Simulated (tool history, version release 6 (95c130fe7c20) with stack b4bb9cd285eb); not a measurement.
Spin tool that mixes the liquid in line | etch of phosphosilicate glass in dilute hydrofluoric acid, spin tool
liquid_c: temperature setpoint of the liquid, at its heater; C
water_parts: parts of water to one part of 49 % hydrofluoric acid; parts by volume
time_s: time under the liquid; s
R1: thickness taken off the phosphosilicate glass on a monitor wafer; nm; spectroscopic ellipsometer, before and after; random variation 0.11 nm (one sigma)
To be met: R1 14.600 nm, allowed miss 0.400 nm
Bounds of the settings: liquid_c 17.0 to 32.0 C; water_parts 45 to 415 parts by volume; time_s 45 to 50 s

Run 1, hour 0.0: liquid_c 24.0 C, water_parts 230 parts by volume, time_s 45 s. Result: R1 18.985 nm.
Run 2, hour 1.0: liquid_c 24.0 C, water_parts 160 parts by volume, time_s 45 s. Result: R1 29.551 nm.
Run 3, hour 8.2: liquid_c 24.0 C, water_parts 245 parts by volume, time_s 45 s. Result: R1 17.681 nm.
Run 4, hour 13.6: liquid_c 24.0 C, water_parts 180 parts by volume, time_s 45 s. Result: R1 26.020 nm.
Run 5, hour 20.0: liquid_c 24.0 C, water_parts 180 parts by volume, time_s 50 s. Result: R1 28.882 nm.
Run 6, hour 25.5: liquid_c 24.0 C, water_parts 180 parts by volume, time_s 45 s. Result: R1 26.058 nm.
Run 7, hour 27.1: liquid_c 22.0 C, water_parts 200 parts by volume, time_s 45 s. Result: R1 21.293 nm.
Run 8, hour 30.8: liquid_c 20.5 C, water_parts 210 parts by volume, time_s 45 s. Result: R1 18.865 nm.
Run 9, hour 33.9: liquid_c 19.5 C, water_parts 215 parts by volume, time_s 45 s. Result: R1 17.632 nm.
Run 10, hour 39.3: liquid_c 19.0 C, water_parts 220 parts by volume, time_s 45 s. Result: R1 16.559 nm.

4 next moves are on the table. One of them brings every result within its allowed miss. Which?
Run A, hour 44.7: liquid_c 17.0 C, water_parts 245 parts by volume, time_s 45 s. Result: R1 ?.
Run B, hour 44.7: liquid_c 18.0 C, water_parts 240 parts by volume, time_s 50 s. Result: R1 ?.
Run C, hour 44.7: liquid_c 17.0 C, water_parts 230 parts by volume, time_s 45 s. Result: R1 ?.
Run D, hour 44.7: liquid_c 19.5 C, water_parts 265 parts by volume, time_s 45 s. Result: R1 ?.

move      R1
   A  13.666
   B  16.186
   C  14.751
   D  13.654
A: takes the result that was furthest off past its target
B: nearer than the last run, and not there yet
C: meets every target
D: takes the result that was furthest off past its target
Answer: C

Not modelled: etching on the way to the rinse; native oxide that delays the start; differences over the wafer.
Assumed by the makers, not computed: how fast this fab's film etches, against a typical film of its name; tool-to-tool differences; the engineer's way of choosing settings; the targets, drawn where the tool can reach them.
